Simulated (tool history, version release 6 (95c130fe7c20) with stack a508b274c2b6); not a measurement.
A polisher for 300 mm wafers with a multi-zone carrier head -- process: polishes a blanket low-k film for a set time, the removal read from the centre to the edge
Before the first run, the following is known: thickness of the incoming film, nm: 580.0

| run | hour | flow of slurry (ml/min) | pressure of the head's centre zone | pressure of the head's middle zone | pressure of the head's edge zone | abrasive content of the slurry | polishing time (s) | film removed at the wafer's centre (nm) | film removed at mid-radius (nm) | film removed at the wafer's edge (nm) |
|---|---|---|---|---|---|---|---|---|---|---|
| 1 | 0 | 205 | 1 | 1 | 1 | 1 | 64 | 15.104 | 15.386 | 15.563 |
| 2 | 4.2 | 210 | 1 | 0.99 | 1.04 | 1.05 | 64 | 15.994 | 15.994 | 15.987 |
| 3 | 5.2 | 210 | 1 | 0.99 | 1.04 | 1.05 | 52 | 12.407 | 12.759 | 13.255 |
| 4 | 6.5 | 210 | 1 | 0.99 | 1.04 | 1.05 | 40 | 9.7374 | 9.7826 | 10.009 |
| 5 | 12 | 210 | 0.99 | 0.97 | 1.07 | 1.15 | 45 | 11.302 | 11.118 | 12.137 |
| 6 | 13.9 | 210 | 0.99 | 0.97 | 1.07 | 1.15 | 32 | 7.9574 | 7.9148 | 8.4164 |
| 7 | 18.7 | 215 | 0.99 | 0.98 | 1.1 | 1.25 | 39 | 10.108 | 10.345 | 10.879 |

Run 8 comes next. What will it give?
| 8 | 21.2 | 215 | 0.99 | 0.97 | 1.12 | 1.3 | 44 | ? | ? | ? |

Run 8 produced film removed at the wafer's centre (nm) 11.353, film removed at mid-radius (nm) 11.479, film removed at the wafer's edge (nm) 12.829.
